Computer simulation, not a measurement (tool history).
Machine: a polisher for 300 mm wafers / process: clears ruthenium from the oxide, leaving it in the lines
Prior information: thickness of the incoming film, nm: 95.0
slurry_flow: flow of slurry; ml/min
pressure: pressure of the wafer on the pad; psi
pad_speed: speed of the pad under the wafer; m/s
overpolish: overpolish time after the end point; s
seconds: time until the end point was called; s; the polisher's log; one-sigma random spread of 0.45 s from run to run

| run | hour | slurry_flow | pressure | pad_speed | overpolish | seconds |
|---|---|---|---|---|---|---|
| 1 | 0.0 | 170 | 1.7 | 1.24 | 4 | 67.521 |
| 2 | 2.6 | 170 | 1.7 | 1.12 | 4 | 71.313 |
| 3 | 3.1 | 170 | 1.7 | 1.12 | 4 | 72.237 |
| 4 | 11.2 | 170 | 1.8 | 1.12 | 4 | 68.369 |
| 5 | 19.6 | 170 | 1.8 | 1.12 | 4 | 68.147 |
| 6 | 25.8 | 130 | 1.8 | 1.12 | 4 | 71.217 |
| 7 | 29.4 | 170 | 2.3 | 1.14 | 4 | 52.427 |
| 8 | 34.9 | 180 | 2.5 | 1.14 | 4 | 48.862 |

Run 9, settings as shown, results not yet in. Your forecast:
| 9 | 43.8 | 180 | 2.6 | 1.14 | 4 | ? |

Run 9 measured seconds 47.585 s.
